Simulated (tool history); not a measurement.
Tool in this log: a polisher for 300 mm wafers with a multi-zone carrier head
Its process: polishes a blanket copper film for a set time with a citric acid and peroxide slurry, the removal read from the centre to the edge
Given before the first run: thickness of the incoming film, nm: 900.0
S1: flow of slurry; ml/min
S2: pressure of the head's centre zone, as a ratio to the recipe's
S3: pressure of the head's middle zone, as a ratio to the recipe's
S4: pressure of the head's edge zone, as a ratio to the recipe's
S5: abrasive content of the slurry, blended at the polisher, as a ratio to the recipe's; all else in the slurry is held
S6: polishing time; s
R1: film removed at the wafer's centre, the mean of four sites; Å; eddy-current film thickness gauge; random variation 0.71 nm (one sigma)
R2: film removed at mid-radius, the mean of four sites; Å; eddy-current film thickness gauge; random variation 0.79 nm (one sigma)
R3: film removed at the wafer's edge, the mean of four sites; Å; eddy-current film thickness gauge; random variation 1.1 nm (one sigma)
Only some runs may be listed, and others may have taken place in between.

run  hour   S1    S2    S3    S4    S5  S6      R1      R2      R3
  1   0.0  225  1.00  1.00  1.00  1.00  30  517.89  501.59  519.93
  2   8.4  235  1.04  1.01  1.03  1.10  32  590.47  567.04  564.36
  3  11.7  255  1.04  1.01  1.03  1.10  32  598.69  581.84  577.82
  4  12.3  300  1.04  1.01  1.03  1.10  32  617.16  586.64  573.39
     15.2  -- worn pad replaced by a new one
  5  15.2  300  1.04  1.01  1.03  1.10  25  523.88  503.69  491.87
  6  18.4  295  1.06  0.98  1.06  1.20  28  610.17  549.30  582.20
  7  26.8  305  1.08  0.98  1.08  1.25  29  659.47  597.63  614.98

Predict the results of run 8:
  8  29.8  280  1.17  0.88  1.17  1.50  36   ?   ?   ?

R1: 926.98 Å
R2: 707.47 Å
R3: 835.56 Å
